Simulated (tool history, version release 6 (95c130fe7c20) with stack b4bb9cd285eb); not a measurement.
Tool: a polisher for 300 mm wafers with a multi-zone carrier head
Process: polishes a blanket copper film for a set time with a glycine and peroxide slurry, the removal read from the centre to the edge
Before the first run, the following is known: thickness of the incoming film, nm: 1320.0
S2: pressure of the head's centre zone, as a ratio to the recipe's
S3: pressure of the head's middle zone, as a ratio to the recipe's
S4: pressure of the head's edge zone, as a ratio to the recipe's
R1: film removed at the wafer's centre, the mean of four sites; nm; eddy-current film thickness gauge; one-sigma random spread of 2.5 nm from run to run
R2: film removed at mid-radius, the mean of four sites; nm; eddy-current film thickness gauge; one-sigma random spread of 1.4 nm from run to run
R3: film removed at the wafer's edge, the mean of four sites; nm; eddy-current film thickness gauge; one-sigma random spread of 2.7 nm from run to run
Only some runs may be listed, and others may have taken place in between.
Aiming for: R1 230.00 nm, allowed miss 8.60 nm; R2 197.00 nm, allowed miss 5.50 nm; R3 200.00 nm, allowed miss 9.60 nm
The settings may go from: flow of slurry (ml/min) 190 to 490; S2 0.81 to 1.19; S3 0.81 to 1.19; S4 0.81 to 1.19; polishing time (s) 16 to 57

run 1 hour=0.0 | flow_of_slurry_(ml/min)=315 S2=1.00 S3=1.00 S4=1.00 polishing_time_(s)=36 | R1=224.31 R2=226.55 R3=228.66
run 2 hour=8.2 | flow_of_slurry_(ml/min)=355 S2=1.00 S3=1.00 S4=1.00 polishing_time_(s)=36 | R1=223.11 R2=228.94 R3=229.98
run 3 hour=12.7 | flow_of_slurry_(ml/min)=350 S2=1.02 S3=0.97 S4=0.96 polishing_time_(s)=35 | R1=226.37 R2=219.28 R3=216.91
run 4 hour=19.8 | flow_of_slurry_(ml/min)=345 S2=1.03 S3=0.94 S4=0.95 polishing_time_(s)=35 | R1=224.21 R2=212.64 R3=216.00
run 5 hour=23.2 | flow_of_slurry_(ml/min)=340 S2=1.05 S3=0.92 S4=0.93 polishing_time_(s)=35 | R1=229.25 R2=207.52 R3=215.18
run 6 hour=24.5 | flow_of_slurry_(ml/min)=340 S2=0.99 S3=0.92 S4=0.93 polishing_time_(s)=35 | R1=217.49 R2=206.40 R3=223.96
run 7 hour=25.3 | flow_of_slurry_(ml/min)=340 S2=1.02 S3=0.91 S4=0.92 polishing_time_(s)=35 | R1=224.05 R2=204.91 R3=214.15
run 8 hour=26.3 | flow_of_slurry_(ml/min)=335 S2=1.03 S3=0.90 S4=0.91 polishing_time_(s)=35 | R1=226.22 R2=203.56 R3=217.50
run 9 hour=32.5 | flow_of_slurry_(ml/min)=340 S2=1.05 S3=0.90 S4=0.90 polishing_time_(s)=35 | R1=227.82 R2=203.53 R3=211.75
run 10 hour=33.1 | flow_of_slurry_(ml/min)=340 S2=1.06 S3=0.90 S4=0.89 polishing_time_(s)=35 | R1=229.54 R2=203.13 R3=211.52
run 11 hour=37.3 | flow_of_slurry_(ml/min)=340 S2=1.07 S3=0.90 S4=0.88 polishing_time_(s)=35 | R1=230.73 R2=203.88 R3=208.60
run 12 hour=40.2 | flow_of_slurry_(ml/min)=340 S2=1.08 S3=0.90 S4=0.87 polishing_time_(s)=35 | R1=230.01 R2=207.26 R3=207.04

Which one of the following 5 next-run settings gets every result inside its allowed miss? There is exactly one.
run A hour=43.1 | flow_of_slurry_(ml/min)=360 S2=1.09 S3=0.81 S4=0.92 polishing_time_(s)=37 | R1=? R2=? R3=?
run B hour=43.1 | flow_of_slurry_(ml/min)=335 S2=1.08 S3=0.83 S4=0.90 polishing_time_(s)=34 | R1=? R2=? R3=?
run C hour=43.1 | flow_of_slurry_(ml/min)=420 S2=1.18 S3=0.97 S4=0.81 polishing_time_(s)=34 | R1=? R2=? R3=?
run D hour=43.1 | flow_of_slurry_(ml/min)=365 S2=1.15 S3=0.95 S4=0.95 polishing_time_(s)=32 | R1=? R2=? R3=?
run E hour=43.1 | flow_of_slurry_(ml/min)=340 S2=1.13 S3=0.83 S4=0.89 polishing_time_(s)=33 | R1=? R2=? R3=?

move=A R1=249.53 R2=198.79 R3=227.23
move=B R1=226.16 R2=185.18 R3=205.76
move=C R1=248.36 R2=213.27 R3=198.45
move=D R1=226.20 R2=195.39 R3=199.29
move=E R1=228.28 R2=179.91 R3=198.87
A: brings the result that was furthest off to its target, and leaves another outside
B: moves the result that the last run missed by most past its target, out the other side
C: its largest miss is bigger than the last run's
D: meets every target
E: moves the result that the last run missed by most past its target, out the other side
The move that meets every target is D.

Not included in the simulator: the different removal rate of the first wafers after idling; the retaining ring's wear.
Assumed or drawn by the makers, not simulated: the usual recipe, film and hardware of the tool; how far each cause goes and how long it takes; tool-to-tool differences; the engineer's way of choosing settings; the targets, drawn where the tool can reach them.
